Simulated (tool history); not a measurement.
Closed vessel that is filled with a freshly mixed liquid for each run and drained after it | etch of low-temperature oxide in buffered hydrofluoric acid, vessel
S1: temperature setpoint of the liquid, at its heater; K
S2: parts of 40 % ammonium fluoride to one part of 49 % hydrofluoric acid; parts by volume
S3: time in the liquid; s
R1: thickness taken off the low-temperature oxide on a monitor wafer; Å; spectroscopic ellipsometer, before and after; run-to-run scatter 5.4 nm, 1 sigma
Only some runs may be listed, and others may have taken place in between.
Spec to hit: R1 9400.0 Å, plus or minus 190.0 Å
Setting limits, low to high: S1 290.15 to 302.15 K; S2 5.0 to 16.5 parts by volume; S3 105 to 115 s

run,day,S1,S2,S3,R1
1,0.000,294.15,10.0,105,4533.3
2,0.292,292.15,10.0,105,4064.0
3,0.517,293.15,9.5,105,4428.5
4,0.808,294.15,9.0,105,4885.9
5,0.925,294.15,11.0,105,4174.9
6,1.158,296.15,11.0,105,4640.8
7,1.358,296.65,10.5,105,4996.2
8,1.650,297.15,10.0,105,5419.1
9,2.033,297.65,9.5,105,5763.6
10,2.217,298.15,9.0,105,6051.5
11,2.529,302.15,6.0,105,11265.0
12,2.825,301.65,6.0,105,11029.0
13,2.975,301.15,6.0,105,10696.0
14,3.129,299.65,6.0,105,9977.3
# day 3.279: thermometer replaced
15,3.279,299.15,6.0,105,10192.0
16,3.500,298.15,6.0,105,9841.5

Of the 4 settings listed for the next run, only one would bring every result within its allowed miss of target. Which one?
A,3.721,300.15,8.0,115,?
B,3.721,296.15,5.5,105,?
C,3.721,299.15,7.0,105,?
D,3.721,293.65,5.5,115,?

move,R1
A,9064.3
B,9473.4
C,9060.9
D,9038.1
A: pushes the last run's worst result past its target
B: every result within its allowed miss
C: pushes the last run's worst result past its target
D: pushes the last run's worst result past its target
The move that meets every target is B.
